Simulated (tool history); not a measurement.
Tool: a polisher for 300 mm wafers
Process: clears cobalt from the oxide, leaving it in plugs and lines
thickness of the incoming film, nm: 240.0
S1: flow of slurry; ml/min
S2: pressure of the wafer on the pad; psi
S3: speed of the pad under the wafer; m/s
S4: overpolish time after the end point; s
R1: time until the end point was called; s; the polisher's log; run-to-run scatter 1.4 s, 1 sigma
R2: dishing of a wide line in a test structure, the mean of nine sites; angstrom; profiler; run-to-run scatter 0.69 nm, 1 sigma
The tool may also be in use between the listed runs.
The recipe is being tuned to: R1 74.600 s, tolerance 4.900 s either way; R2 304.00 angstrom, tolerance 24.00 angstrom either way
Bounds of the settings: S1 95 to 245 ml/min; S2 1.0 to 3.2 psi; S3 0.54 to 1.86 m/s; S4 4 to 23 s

Run 1, hour 0.0: S1 155 ml/min, S2 2.1 psi, S3 1.18 m/s, S4 12 s. Result: R1 33.272 s, R2 518.48 angstrom.
Run 2, hour 7.6: S1 155 ml/min, S2 2.0 psi, S3 1.14 m/s, S4 12 s. Result: R1 34.825 s, R2 496.67 angstrom.
Run 3, hour 9.9: S1 155 ml/min, S2 2.0 psi, S3 1.30 m/s, S4 12 s. Result: R1 31.004 s, R2 538.72 angstrom.
Run 4, hour 14.5: S1 120 ml/min, S2 2.0 psi, S3 1.30 m/s, S4 12 s. Result: R1 32.049 s, R2 544.46 angstrom.
Run 5, hour 18.8: S1 120 ml/min, S2 2.4 psi, S3 1.30 m/s, S4 12 s. Result: R1 27.841 s, R2 585.27 angstrom.
Run 6, hour 22.7: S1 120 ml/min, S2 2.3 psi, S3 1.22 m/s, S4 12 s. Result: R1 31.067 s, R2 536.38 angstrom.
Run 7, hour 27.0: S1 120 ml/min, S2 2.2 psi, S3 1.16 m/s, S4 12 s. Result: R1 33.076 s, R2 515.26 angstrom.
Run 8, hour 34.1: S1 120 ml/min, S2 2.1 psi, S3 1.10 m/s, S4 12 s. Result: R1 36.518 s, R2 510.35 angstrom.
Run 9, hour 39.1: S1 110 ml/min, S2 1.5 psi, S3 0.76 m/s, S4 6 s. Result: R1 66.963 s, R2 184.22 angstrom.

Which single option among these 4 for the next run brings every result within its allowed miss of target? Just one does.
Run A, hour 44.1: S1 95 ml/min, S2 1.0 psi, S3 1.16 m/s, S4 17 s. Result: R1 ?, R2 ?.
Run B, hour 44.1: S1 140 ml/min, S2 1.6 psi, S3 0.88 m/s, S4 7 s. Result: R1 ?, R2 ?.
Run C, hour 44.1: S1 110 ml/min, S2 1.3 psi, S3 0.76 m/s, S4 12 s. Result: R1 ?, R2 ?.
Run D, hour 44.1: S1 100 ml/min, S2 1.7 psi, S3 0.82 m/s, S4 10 s. Result: R1 ?, R2 ?.

move      R1      R2
   A  58.900  458.84
   B  53.272  256.56
   C  73.346  306.27
   D  58.198  317.72
A: moves the result that the last run missed by most past its target, out the other side
B: better than the last run, though not everything is in spec
C: every result within its allowed miss
D: puts the biggest miss on target and leaves a different result outside tolerance
C is the move that brings every result within its allowed miss.
